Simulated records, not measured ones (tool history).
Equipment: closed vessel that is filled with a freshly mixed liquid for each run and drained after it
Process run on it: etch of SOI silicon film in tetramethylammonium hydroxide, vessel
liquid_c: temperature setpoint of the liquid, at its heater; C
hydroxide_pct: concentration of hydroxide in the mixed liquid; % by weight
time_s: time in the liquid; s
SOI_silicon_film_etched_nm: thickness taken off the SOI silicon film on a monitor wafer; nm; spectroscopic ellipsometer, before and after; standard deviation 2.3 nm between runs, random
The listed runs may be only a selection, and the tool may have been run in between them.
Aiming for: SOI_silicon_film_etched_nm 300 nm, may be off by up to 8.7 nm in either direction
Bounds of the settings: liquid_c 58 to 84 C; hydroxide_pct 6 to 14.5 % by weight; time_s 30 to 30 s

run	hour	liquid_c	hydroxide_pct	time_s	SOI_silicon_film_etched_nm
1	0	71	9.5	30	230.18
2	1.1	71	11.5	30	215.65
3	1.6	71	11.5	30	212.46
4	4.2	71	10	30	223.43
5	7.7	71	10	30	225.16
6	16.5	72	10	30	242.06
7	23.1	73	10	30	252.88
8	25.9	73.5	10	30	260.44
9	28.2	74	10	30	265.65
10	31	74.5	10	30	273.98
11	36.4	75	10	30	288.13

Next run, 4 choices. One meets every target within its allowed miss, the rest don't. Which?
A	41.8	73	8.5	30	?
B	41.8	74.5	11.5	30	?
C	41.8	76	10.5	30	?
D	41.8	75	10.5	30	?

move	SOI_silicon_film_etched_nm
A	266.17
B	259.9
C	292.49
D	276.33
A: misses by more than the last run did
B: misses by more than the last run did
C: hits every target within its allowed miss
D: misses by more than the last run did
The move that meets every target is C.

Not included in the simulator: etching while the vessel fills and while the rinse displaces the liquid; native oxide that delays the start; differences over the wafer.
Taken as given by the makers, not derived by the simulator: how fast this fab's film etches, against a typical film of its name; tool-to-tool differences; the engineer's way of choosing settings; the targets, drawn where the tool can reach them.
